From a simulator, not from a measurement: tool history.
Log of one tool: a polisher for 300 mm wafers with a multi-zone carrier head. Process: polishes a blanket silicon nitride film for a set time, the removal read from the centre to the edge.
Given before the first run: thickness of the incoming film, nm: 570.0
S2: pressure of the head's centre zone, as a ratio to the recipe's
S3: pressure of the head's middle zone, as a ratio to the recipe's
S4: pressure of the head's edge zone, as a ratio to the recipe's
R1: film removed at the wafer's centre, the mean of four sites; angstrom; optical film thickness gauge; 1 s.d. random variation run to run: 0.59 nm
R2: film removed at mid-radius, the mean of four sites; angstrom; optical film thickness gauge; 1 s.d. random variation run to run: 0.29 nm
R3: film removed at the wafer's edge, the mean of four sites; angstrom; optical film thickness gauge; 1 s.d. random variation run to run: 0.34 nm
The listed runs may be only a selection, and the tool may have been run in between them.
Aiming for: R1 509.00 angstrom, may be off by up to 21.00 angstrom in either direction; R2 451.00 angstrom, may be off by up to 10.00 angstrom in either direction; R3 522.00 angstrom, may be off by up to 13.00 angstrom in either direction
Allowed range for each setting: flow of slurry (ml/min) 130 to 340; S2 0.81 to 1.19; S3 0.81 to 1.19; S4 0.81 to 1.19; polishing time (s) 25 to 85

{"run": 1, "day": 0.0, "flow of slurry (ml/min)": 220, "S2": 1.0, "S3": 1.0, "S4": 1.0, "polishing time (s)": 55, "R1": 789.98, "R2": 796.6, "R3": 824.82}
{"run": 2, "day": 0.162, "flow of slurry (ml/min)": 220, "S2": 1.0, "S3": 1.04, "S4": 1.0, "polishing time (s)": 55, "R1": 788.64, "R2": 827.49, "R3": 829.02}
{"run": 3, "day": 0.342, "flow of slurry (ml/min)": 205, "S2": 0.99, "S3": 0.98, "S4": 0.97, "polishing time (s)": 49, "R1": 686.17, "R2": 685.1, "R3": 719.64}
{"run": 4, "day": 0.638, "flow of slurry (ml/min)": 195, "S2": 0.98, "S3": 0.94, "S4": 0.93, "polishing time (s)": 46, "R1": 651.75, "R2": 619.93, "R3": 661.14}
{"run": 5, "day": 0.821, "flow of slurry (ml/min)": 160, "S2": 0.98, "S3": 0.94, "S4": 0.93, "polishing time (s)": 46, "R1": 617.35, "R2": 600.84, "R3": 647.33}
{"run": 6, "day": 1.133, "flow of slurry (ml/min)": 155, "S2": 0.97, "S3": 0.91, "S4": 0.91, "polishing time (s)": 44, "R1": 569.24, "R2": 548.86, "R3": 605.66}
{"run": 7, "day": 1.404, "flow of slurry (ml/min)": 155, "S2": 0.97, "S3": 0.88, "S4": 0.89, "polishing time (s)": 43, "R1": 556.73, "R2": 524.99, "R3": 583.31}
{"run": 8, "day": 1.442, "flow of slurry (ml/min)": 150, "S2": 0.97, "S3": 0.86, "S4": 0.88, "polishing time (s)": 42, "R1": 545.8, "R2": 500.0, "R3": 568.62}
{"run": 9, "day": 1.662, "flow of slurry (ml/min)": 140, "S2": 0.96, "S3": 0.81, "S4": 0.81, "polishing time (s)": 39, "R1": 489.82, "R2": 438.06, "R3": 500.64}
{"run": 10, "day": 1.975, "flow of slurry (ml/min)": 150, "S2": 0.96, "S3": 0.81, "S4": 0.82, "polishing time (s)": 39, "R1": 501.24, "R2": 445.41, "R3": 511.42}

Pick the move, out of 4, that brings all results within their allowed miss; only one does.
{"run": "A", "day": 2.288, "flow of slurry (ml/min)": 150, "S2": 1.05, "S3": 0.83, "S4": 0.81, "polishing time (s)": 38, "R1": "?", "R2": "?", "R3": "?"}
{"run": "B", "day": 2.288, "flow of slurry (ml/min)": 150, "S2": 1.04, "S3": 0.85, "S4": 0.81, "polishing time (s)": 38, "R1": "?", "R2": "?", "R3": "?"}
{"run": "C", "day": 2.288, "flow of slurry (ml/min)": 135, "S2": 0.99, "S3": 0.83, "S4": 0.86, "polishing time (s)": 40, "R1": "?", "R2": "?", "R3": "?"}
{"run": "D", "day": 2.288, "flow of slurry (ml/min)": 170, "S2": 0.98, "S3": 0.82, "S4": 0.83, "polishing time (s)": 37, "R1": "?", "R2": "?", "R3": "?"}

move=A R1=527.58 R2=442.20 R3=495.20
move=B R1=523.09 R2=450.94 R3=495.07
move=C R1=511.22 R2=453.61 R3=525.46
move=D R1=497.26 R2=438.02 R3=496.92
A: moves away from the targets compared with the last run
B: moves away from the targets compared with the last run
C: each result inside its tolerance
D: moves away from the targets compared with the last run
Answer: C

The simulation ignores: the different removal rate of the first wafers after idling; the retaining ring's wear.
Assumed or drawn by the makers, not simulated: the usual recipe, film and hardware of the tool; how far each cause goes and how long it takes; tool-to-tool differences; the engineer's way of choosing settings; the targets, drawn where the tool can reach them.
